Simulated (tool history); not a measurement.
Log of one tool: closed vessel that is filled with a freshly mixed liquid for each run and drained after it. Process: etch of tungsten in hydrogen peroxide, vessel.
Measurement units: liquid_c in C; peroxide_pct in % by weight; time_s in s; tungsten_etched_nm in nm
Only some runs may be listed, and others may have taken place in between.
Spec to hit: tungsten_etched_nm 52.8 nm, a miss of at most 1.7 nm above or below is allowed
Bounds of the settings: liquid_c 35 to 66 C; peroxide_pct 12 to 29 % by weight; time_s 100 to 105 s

Run 1, hour 0: liquid_c 51 C, peroxide_pct 19.5 % by weight, time_s 100 s. Result: tungsten_etched_nm 81.535 nm.
Run 2, hour 4.5: liquid_c 51 C, peroxide_pct 23.5 % by weight, time_s 100 s. Result: tungsten_etched_nm 86.72 nm.
Run 3, hour 11.3: liquid_c 47 C, peroxide_pct 23.5 % by weight, time_s 100 s. Result: tungsten_etched_nm 69.068 nm.
Run 4, hour 19.3: liquid_c 47 C, peroxide_pct 26.5 % by weight, time_s 100 s. Result: tungsten_etched_nm 73.472 nm.
Run 5, hour 24.4: liquid_c 47 C, peroxide_pct 26.5 % by weight, time_s 105 s. Result: tungsten_etched_nm 77.676 nm.
Run 6, hour 28.4: liquid_c 45 C, peroxide_pct 26.5 % by weight, time_s 105 s. Result: tungsten_etched_nm 68.502 nm.
Run 7, hour 37.1: liquid_c 44 C, peroxide_pct 26.5 % by weight, time_s 105 s. Result: tungsten_etched_nm 63.855 nm.
Run 8, hour 45: liquid_c 43 C, peroxide_pct 26.5 % by weight, time_s 105 s. Result: tungsten_etched_nm 60.079 nm.
Run 9, hour 46.8: liquid_c 42.5 C, peroxide_pct 26.5 % by weight, time_s 105 s. Result: tungsten_etched_nm 57.918 nm.
Run 10, hour 52.5: liquid_c 42 C, peroxide_pct 26.5 % by weight, time_s 105 s. Result: tungsten_etched_nm 56.091 nm.

Exercise: of the 4 proposed moves below, exactly one satisfies all targets within the stated allowed misses. Which move is it?
Run A, hour 58.2: liquid_c 42.5 C, peroxide_pct 28 % by weight, time_s 105 s. Result: tungsten_etched_nm ?.
Run B, hour 58.2: liquid_c 43 C, peroxide_pct 23 % by weight, time_s 100 s. Result: tungsten_etched_nm ?.
Run C, hour 58.2: liquid_c 42.5 C, peroxide_pct 29 % by weight, time_s 100 s. Result: tungsten_etched_nm ?.
Run D, hour 58.2: liquid_c 41.5 C, peroxide_pct 29 % by weight, time_s 105 s. Result: tungsten_etched_nm ?.

move  tungsten_etched_nm
   A              59.929
   B               53.41
   C              58.086
   D              57.194
A: its largest miss is bigger than the last run's
B: hits every target within its allowed miss
C: its largest miss is bigger than the last run's
D: its largest miss is bigger than the last run's
The right move is B.
